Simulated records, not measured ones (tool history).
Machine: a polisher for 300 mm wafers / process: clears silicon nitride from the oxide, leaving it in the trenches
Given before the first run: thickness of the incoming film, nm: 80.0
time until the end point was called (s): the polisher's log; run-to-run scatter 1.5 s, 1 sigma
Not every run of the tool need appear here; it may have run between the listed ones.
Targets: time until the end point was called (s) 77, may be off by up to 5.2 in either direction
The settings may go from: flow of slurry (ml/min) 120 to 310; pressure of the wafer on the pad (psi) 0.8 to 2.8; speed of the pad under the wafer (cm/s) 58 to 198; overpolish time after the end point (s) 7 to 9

| run | day | flow of slurry (ml/min) | pressure of the wafer on the pad (psi) | speed of the pad under the wafer (cm/s) | overpolish time after the end point (s) | time until the end point was called (s) |
|---|---|---|---|---|---|---|
| 1 | 0 | 200 | 1.8 | 128 | 9 | 121.73 |
| 2 | 0.15 | 200 | 1.8 | 102 | 9 | 146.37 |
| 3 | 0.396 | 200 | 2 | 106 | 9 | 125.58 |
| 4 | 0.7 | 200 | 2.1 | 108 | 9 | 117.75 |
| 5 | 0.754 | 245 | 2.1 | 108 | 9 | 122.59 |
| 6 | 1.008 | 245 | 2.2 | 110 | 9 | 112.86 |
| 7 | 1.138 | 245 | 2.3 | 112 | 9 | 106.92 |
| 8 | 1.488 | 245 | 2.4 | 114 | 9 | 100.22 |
| 9 | 1.742 | 245 | 2.5 | 116 | 9 | 92.087 |
| 10 | 2.104 | 245 | 2.6 | 116 | 9 | 91.2 |
| 11 | 2.146 | 245 | 2.6 | 118 | 9 | 92.837 |
| 12 | 2.229 | 245 | 2.6 | 122 | 9 | 82.007 |
| 13 | 2.508 | 245 | 2.7 | 122 | 9 | 81.581 |

Exercise: of the 5 proposed moves below, exactly one satisfies all targets within the stated allowed misses. Which move is it?
| A | 2.788 | 265 | 2.3 | 154 | 7 | ? |
| B | 2.788 | 250 | 2.8 | 104 | 9 | ? |
| C | 2.788 | 240 | 2.7 | 112 | 9 | ? |
| D | 2.788 | 235 | 2.5 | 112 | 9 | ? |
| E | 2.788 | 270 | 2.4 | 120 | 9 | ? |

| move | time until the end point was called (s) |
|---|---|
| A | 77.485 |
| B | 89.026 |
| C | 87.327 |
| D | 94.398 |
| E | 91.434 |
A: in spec on every target
B: misses by more than the last run did
C: misses by more than the last run did
D: misses by more than the last run did
E: misses by more than the last run did
A is the move that brings every result within its allowed miss.
